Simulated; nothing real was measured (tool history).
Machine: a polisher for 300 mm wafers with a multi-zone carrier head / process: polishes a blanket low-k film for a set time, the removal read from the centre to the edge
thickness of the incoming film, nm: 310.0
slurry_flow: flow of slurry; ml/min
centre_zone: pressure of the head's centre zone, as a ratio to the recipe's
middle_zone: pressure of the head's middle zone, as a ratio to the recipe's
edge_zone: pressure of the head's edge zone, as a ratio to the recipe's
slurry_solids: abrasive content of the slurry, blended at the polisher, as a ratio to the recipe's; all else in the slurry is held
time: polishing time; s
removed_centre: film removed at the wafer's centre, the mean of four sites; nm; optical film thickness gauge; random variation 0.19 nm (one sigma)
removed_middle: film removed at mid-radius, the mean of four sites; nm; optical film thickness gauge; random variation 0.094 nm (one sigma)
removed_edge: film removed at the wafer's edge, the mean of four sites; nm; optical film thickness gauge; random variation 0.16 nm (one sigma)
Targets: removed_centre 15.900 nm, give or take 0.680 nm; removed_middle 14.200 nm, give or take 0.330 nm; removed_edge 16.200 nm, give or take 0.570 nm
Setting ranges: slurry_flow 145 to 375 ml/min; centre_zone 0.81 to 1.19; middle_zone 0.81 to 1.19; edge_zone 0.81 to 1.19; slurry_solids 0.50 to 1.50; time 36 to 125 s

run   hour  slurry_flow  centre_zone  middle_zone  edge_zone  slurry_solids  time  removed_centre  removed_middle  removed_edge
  1    0.0          240         1.00         1.00       1.00           1.00    80          25.642          25.873        27.108
  2    8.5          240         1.00         1.00       1.00           0.90    80          25.129          24.288        24.776
  3   16.6          240         1.00         1.00       0.92           0.90    80          24.746          24.425        24.305
  4   22.1          240         1.00         1.03       0.92           0.90    80          24.457          24.979        24.022
  5   29.5          240         1.00         1.03       0.92           0.80    80          22.391          22.879        21.986
  6   34.3          230         0.99         1.00       0.92           0.75    78          20.552          20.853        20.883
      37.1  -- slurry nozzle cleaned
  7   37.1          215         1.01         0.90       0.82           0.50    69          12.977          11.715        12.281
  8   43.8          230         1.01         0.91       0.86           0.50    68          13.127          11.917        12.210
  9   47.0          215         1.01         0.91       0.91           0.55    67          13.828          12.676        13.946
 10   51.4          210         1.03         0.92       0.93           0.55    67          14.459          12.818        13.649
 11   54.6          205         1.03         0.92       0.97           0.55    67          14.597          12.656        13.934
 12   56.0          215         1.02         0.92       1.00           0.55    67          14.312          13.044        14.189
 13   60.4          205         1.02         0.93       1.03           0.55    67          14.300          13.002        14.265
 14   62.8          215         1.02         0.93       1.06           0.55    67          14.357          13.182        14.810
 15   67.0          230         1.03         0.93       1.07           0.55    67          14.520          13.239        14.849
 16   71.9          260         1.09         0.96       1.17           0.65    67          18.401          16.185        18.440
 17   77.7          190         1.05         0.93       1.09           0.70    67          18.274          16.146        18.438
 18   82.0          200         1.04         0.92       1.07           0.70    67          18.241          15.933        18.689
 19   89.4          200         1.03         0.91       1.04           0.70    67          18.242          15.900        18.468
 20   94.4          200         1.02         0.90       1.02           0.70    67          17.749          15.786        18.061
 21   97.1          200         1.01         0.89       1.00           0.70    67          17.637          15.567        17.881
 22   99.1          200         1.00         0.88       0.98           0.70    67          17.529          15.470        17.673
 23  106.5          205         0.99         0.87       0.97           0.70    67          17.080          15.580        17.794
 24  107.6          205         0.99         0.86       0.96           0.70    67          17.412          15.351        17.145

5 next moves are on the table. One of them brings every result within its allowed miss. Which?
  A  108.7          195         1.00         0.88       0.98           0.65    65               ?               ?             ?
  B  108.7          185         1.04         0.81       0.99           0.85    61               ?               ?             ?
  C  108.7          285         1.02         0.99       0.81           0.55    82               ?               ?             ?
  D  108.7          345         1.11         0.87       0.81           0.50    83               ?               ?             ?
  E  108.7          240         0.89         0.84       1.03           0.65    71               ?               ?             ?

move  removed_centre  removed_middle  removed_edge
   A          15.737          13.948        16.007
   B          18.762          14.948        18.504
   C          18.005          17.174        16.188
   D          18.127          14.238        14.922
   E          15.673          15.010        18.229
A: meets every target
B: its largest miss is bigger than the last run's
C: its largest miss is bigger than the last run's
D: brings the last run's worst result on target, with another outside its allowed miss
E: just as far off the targets as the last run
Move A is the one to make.

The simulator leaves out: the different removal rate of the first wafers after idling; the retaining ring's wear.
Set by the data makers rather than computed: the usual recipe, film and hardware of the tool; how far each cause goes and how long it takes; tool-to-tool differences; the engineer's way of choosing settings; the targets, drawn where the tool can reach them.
